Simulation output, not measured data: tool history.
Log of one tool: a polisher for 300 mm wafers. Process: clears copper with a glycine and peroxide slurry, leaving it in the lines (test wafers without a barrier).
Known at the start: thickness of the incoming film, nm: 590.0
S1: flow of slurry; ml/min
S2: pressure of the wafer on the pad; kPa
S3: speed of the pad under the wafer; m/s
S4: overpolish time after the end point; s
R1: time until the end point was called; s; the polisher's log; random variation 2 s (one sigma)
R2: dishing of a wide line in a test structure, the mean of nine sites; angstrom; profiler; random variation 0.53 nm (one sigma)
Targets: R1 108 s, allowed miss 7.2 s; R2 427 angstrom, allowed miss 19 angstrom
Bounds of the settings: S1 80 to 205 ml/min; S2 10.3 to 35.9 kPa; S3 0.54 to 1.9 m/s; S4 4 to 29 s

run  hour   S1    S2    S3  S4      R1      R2
  1     0  135  22.8  1.22  15  85.027     761
  2   7.9  140  20.7  1.22  13  90.081   608.4
  3  15.9  140  20.7  1.22  16  93.763  729.94
  4  22.2  160  20.7  1.22  16  89.232  743.79
  5  27.8  165  18.6  1.24  14  94.741  636.08
  6  33.6  165  23.4  1.24  14  84.465   763.1
  7  40.4  160    20  1.26  13  95.236  638.28
  8  45.5  160    20  1.26  13   93.22  626.11
  9  52.9  155  18.6  1.26  12  100.09   558.3
 10  61.5  155  18.6  1.26  11  96.424  520.67
 11  64.9  150  15.2  1.26   9  116.15  363.94
 12  72.7  160  15.9  1.26   9  108.48  380.44

4 next moves are on the table. One of them brings every result within its allowed miss. Which?
  A  80.5  160  17.2   1.2   8   ?   ?
  B  80.5  140  18.6  1.14  10   ?   ?
  C  80.5  145  13.8   1.4   9   ?   ?
  D  80.5  160  15.2  1.34   8   ?   ?

move      R1      R2
   A  106.84  355.65
   B  106.98  435.57
   C  115.02  366.93
   D  108.41  349.25
A: further off than the last run
B: meets every target
C: further off than the last run
D: further off than the last run
Answer: B

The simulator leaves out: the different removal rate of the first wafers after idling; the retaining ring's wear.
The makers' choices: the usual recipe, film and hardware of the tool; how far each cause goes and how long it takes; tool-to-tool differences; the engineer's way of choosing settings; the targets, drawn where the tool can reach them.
